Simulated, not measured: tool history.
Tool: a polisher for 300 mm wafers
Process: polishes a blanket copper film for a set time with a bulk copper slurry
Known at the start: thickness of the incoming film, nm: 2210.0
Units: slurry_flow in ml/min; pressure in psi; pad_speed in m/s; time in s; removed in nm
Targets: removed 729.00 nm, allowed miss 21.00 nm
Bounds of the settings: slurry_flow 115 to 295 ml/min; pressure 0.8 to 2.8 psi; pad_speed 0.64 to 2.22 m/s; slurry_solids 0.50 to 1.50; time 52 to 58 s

| run | hour | slurry_flow | pressure | pad_speed | slurry_solids | time | removed |
|---|---|---|---|---|---|---|---|
| 1 | 0.0 | 190 | 1.8 | 1.42 | 1.00 | 58 | 498.77 |
| 2 | 6.3 | 195 | 1.9 | 1.42 | 1.00 | 58 | 528.68 |
| 3 | 12.2 | 195 | 1.9 | 1.42 | 1.00 | 52 | 475.25 |
| 4 | 16.4 | 195 | 1.9 | 1.30 | 1.00 | 52 | 433.95 |
| 5 | 22.3 | 195 | 2.1 | 1.32 | 1.00 | 52 | 474.01 |
| 6 | 27.0 | 195 | 2.1 | 1.32 | 1.20 | 52 | 499.23 |
| 7 | 30.7 | 195 | 2.2 | 1.34 | 1.20 | 52 | 522.25 |
| 8 | 39.0 | 220 | 2.7 | 1.40 | 1.20 | 52 | 660.63 |
| 9 | 40.9 | 220 | 2.7 | 1.42 | 1.20 | 52 | 671.19 |
| 10 | 46.6 | 220 | 2.7 | 1.44 | 1.20 | 52 | 678.63 |
| 11 | 47.2 | 240 | 2.8 | 1.44 | 1.20 | 52 | 704.05 |

4 next moves are on the table. One of them brings every result within its allowed miss. Which?
| A | 47.8 | 185 | 2.7 | 1.38 | 1.30 | 58 | ? |
| B | 47.8 | 205 | 2.7 | 1.44 | 1.25 | 52 | ? |
| C | 47.8 | 230 | 2.8 | 1.34 | 1.15 | 55 | ? |
| D | 47.8 | 255 | 2.8 | 1.38 | 1.05 | 52 | ? |

| move | removed |
|---|---|
| A | 712.95 |
| B | 665.58 |
| C | 674.11 |
| D | 645.28 |
A: meets every target
B: further off than the last run
C: further off than the last run
D: further off than the last run
The right move is A.
